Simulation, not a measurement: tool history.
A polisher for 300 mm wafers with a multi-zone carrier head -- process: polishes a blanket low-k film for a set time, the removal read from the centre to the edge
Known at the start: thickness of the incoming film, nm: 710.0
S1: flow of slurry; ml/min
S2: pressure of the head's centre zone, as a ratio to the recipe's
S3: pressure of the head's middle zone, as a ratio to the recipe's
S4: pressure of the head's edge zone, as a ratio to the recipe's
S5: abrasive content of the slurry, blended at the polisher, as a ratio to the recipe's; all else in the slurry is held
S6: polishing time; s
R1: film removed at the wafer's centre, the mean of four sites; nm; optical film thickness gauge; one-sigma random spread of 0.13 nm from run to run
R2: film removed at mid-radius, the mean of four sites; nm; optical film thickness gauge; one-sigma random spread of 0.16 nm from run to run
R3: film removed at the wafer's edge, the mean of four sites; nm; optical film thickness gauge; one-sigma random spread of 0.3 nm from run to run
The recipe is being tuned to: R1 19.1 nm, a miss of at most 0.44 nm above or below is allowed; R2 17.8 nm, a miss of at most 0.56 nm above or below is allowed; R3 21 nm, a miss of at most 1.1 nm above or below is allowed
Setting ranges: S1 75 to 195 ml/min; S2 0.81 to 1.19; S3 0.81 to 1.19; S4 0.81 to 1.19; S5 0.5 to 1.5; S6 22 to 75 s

run    day   S1    S2    S3    S4    S5  S6      R1      R2      R3
  1      0  125     1     1     1     1  48   14.69   13.92  14.094
  2    0.2  155     1     1     1     1  48  15.448  14.869   14.82
  3   0.25  155     1     1     1     1  43  13.915   13.24  12.834
  4  0.379  145     1  0.99  1.05  1.15  45  15.025  14.402  14.724
  5  0.462  145     1  0.97  1.09  1.25  47  16.246  15.399  15.827
  6    0.8  145     1     1  1.09  1.25  47  16.332  15.696  15.715
  7  1.167  150  0.98  0.95  1.12   1.3  49  17.024  16.196  17.284
  8  1.196  155  0.97  0.92  1.14  1.35  50  17.438  16.259  18.114
  9   1.25  160  0.96  0.91  1.15   1.4  51  18.117  16.557  18.758

5 candidate next runs follow, results not yet known. Just one meets every target within its allowed miss. Identify it.
  A  1.304  165  0.98  0.84  1.11   1.5  48   ?   ?   ?
  B  1.304  145  0.86  0.84  1.19   1.4  65   ?   ?   ?
  C  1.304  145  0.93  0.99  1.19  1.25  59   ?   ?   ?
  D  1.304   95     1  0.93  1.19   1.5  59   ?   ?   ?
  E  1.304  140  0.82  0.89  1.19   1.1  68   ?   ?   ?

move      R1      R2      R3
   A  17.685  15.135  17.973
   B  19.929   19.53  24.195
   C    18.8   19.49  21.028
   D  19.032  17.688  20.831
   E  17.998  19.426  22.974
A: further off than the last run
B: carries the result that was furthest off beyond its target, to the other side
C: the worst result of the last run now meets its target, but another is out of spec
D: in spec on every target
E: further off than the last run
Answer: D
